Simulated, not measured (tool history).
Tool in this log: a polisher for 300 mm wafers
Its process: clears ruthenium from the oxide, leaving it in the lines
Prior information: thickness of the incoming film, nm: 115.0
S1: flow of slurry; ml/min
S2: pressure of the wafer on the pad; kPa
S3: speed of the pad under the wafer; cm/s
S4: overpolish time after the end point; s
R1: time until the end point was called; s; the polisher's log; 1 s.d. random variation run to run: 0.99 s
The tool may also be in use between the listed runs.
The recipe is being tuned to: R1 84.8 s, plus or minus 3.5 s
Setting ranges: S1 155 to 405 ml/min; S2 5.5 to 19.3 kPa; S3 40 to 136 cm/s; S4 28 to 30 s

run,hour,S1,S2,S3,S4,R1
1,0,260,12.4,88,28,149.7
2,7.9,260,12.4,106,28,128.47
3,16.4,260,13.1,106,28,118.76
4,23.8,220,13.1,106,28,122.37
5,26.2,220,13.1,106,30,125.17
6,26.7,225,13.8,106,30,115.77
7,35.5,230,14.5,106,30,113.44
8,40.4,230,15.2,106,30,106.85

Which of these 5 next moves meets every target?
A,45.3,190,11,96,29,?
B,45.3,220,16.5,124,28,?
C,45.3,230,12.4,90,29,?
D,45.3,270,11,96,29,?
E,45.3,180,14.5,90,29,?

move,R1
A,165.55
B,87.374
C,154.28
D,157.94
E,139.25
A: misses by more than the last run did
B: in spec on every target
C: misses by more than the last run did
D: misses by more than the last run did
E: misses by more than the last run did
The right move is B.
